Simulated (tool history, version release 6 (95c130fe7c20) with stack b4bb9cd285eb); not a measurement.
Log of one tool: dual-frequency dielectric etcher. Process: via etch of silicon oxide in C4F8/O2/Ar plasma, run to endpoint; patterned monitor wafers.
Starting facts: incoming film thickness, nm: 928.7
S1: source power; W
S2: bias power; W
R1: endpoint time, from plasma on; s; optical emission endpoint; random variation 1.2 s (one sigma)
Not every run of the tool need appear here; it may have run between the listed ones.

run 1 hour=0.0 | S1=2180 S2=2402 | R1=173.21
run 2 hour=2.0 | S1=1960 S2=2402 | R1=179.96
run 3 hour=5.2 | S1=1600 S2=2402 | R1=193.75
run 4 hour=7.7 | S1=1790 S2=2476 | R1=185.02
run 5 hour=11.0 | S1=1790 S2=2135 | R1=193.34
run 6 hour=16.5 | S1=1980 S2=2217 | R1=181.56
run 7 hour=19.3 | S1=2130 S2=2270 | R1=174.04
run 8 hour=24.0 | S1=2130 S2=2270 | R1=174.65
run 9 hour=28.1 | S1=2130 S2=2270 | R1=175.74
run 10 hour=33.9 | S1=2250 S2=2314 | R1=170.85
run 11 hour=36.0 | S1=2350 S2=2353 | R1=168.64
run 12 hour=43.0 | S1=2460 S2=2399 | R1=166.39
-- hour=44.6 bias power generator calibrated
run 13 hour=44.6 | S1=2560 S2=2462 | R1=160.78

Predict the results of run 14:
run 14 hour=49.2 | S1=2620 S2=2490 | R1=?

{"run 14": {"R1": 157.57}}
